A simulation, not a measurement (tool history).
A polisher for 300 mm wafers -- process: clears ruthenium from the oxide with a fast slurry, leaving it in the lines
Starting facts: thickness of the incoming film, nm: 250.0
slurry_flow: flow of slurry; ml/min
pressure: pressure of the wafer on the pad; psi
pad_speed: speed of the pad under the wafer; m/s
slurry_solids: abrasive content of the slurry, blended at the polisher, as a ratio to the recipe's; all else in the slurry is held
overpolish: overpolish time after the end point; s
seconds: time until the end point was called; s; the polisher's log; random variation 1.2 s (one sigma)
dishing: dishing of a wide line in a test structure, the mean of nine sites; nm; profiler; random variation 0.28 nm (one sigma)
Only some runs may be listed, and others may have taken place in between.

run 1 hour=0 | slurry_flow=155 pressure=1.9 pad_speed=0.88 slurry_solids=1 overpolish=18 | seconds=92.652 dishing=37.573
run 2 hour=3.5 | slurry_flow=155 pressure=1.9 pad_speed=0.88 slurry_solids=1 overpolish=15 | seconds=89.875 dishing=32.358
run 3 hour=5.3 | slurry_flow=155 pressure=1.9 pad_speed=1.06 slurry_solids=1 overpolish=15 | seconds=76.871 dishing=36.03
run 4 hour=8.6 | slurry_flow=150 pressure=1.7 pad_speed=1.14 slurry_solids=0.9 overpolish=12 | seconds=84.398 dishing=28.068
run 5 hour=12 | slurry_flow=150 pressure=1.7 pad_speed=1.14 slurry_solids=0.8 overpolish=12 | seconds=95.248 dishing=25.555
run 6 hour=16 | slurry_flow=150 pressure=1.7 pad_speed=1.22 slurry_solids=0.8 overpolish=12 | seconds=87.274 dishing=25.249
run 7 hour=23.9 | slurry_flow=175 pressure=1.7 pad_speed=1.26 slurry_solids=0.7 overpolish=10 | seconds=91.269 dishing=22.237

For run 8, what comes out?
run 8 hour=30.6 | slurry_flow=195 pressure=1.7 pad_speed=1.28 slurry_solids=0.65 overpolish=9 | seconds=? dishing=?

{"run 8": {"seconds": 91.758, "dishing": 18.956}}
